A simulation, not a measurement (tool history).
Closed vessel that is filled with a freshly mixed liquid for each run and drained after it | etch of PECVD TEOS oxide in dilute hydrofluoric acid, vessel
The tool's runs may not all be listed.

run	hour	temperature setpoint of the liquid (K)	parts of water to one part of 49 % hydrofluoric acid (parts by volume)	time in the liquid (s)	thickness taken off the PECVD TEOS oxide on a monitor wafer (nm)
1	0.0	297.15	100	85	13.360
2	4.2	298.15	90	85	15.586
3	5.1	299.15	80	85	18.345
4	7.6	302.15	80	85	20.739
5	13.5	300.15	80	85	19.256
6	16.3	300.65	70	85	22.901

The next listed run, before its measurement:
7	22.5	301.15	65	85	?

{"run 7": {"thickness taken off the PECVD TEOS oxide on a monitor wafer (nm)": 25.206}}
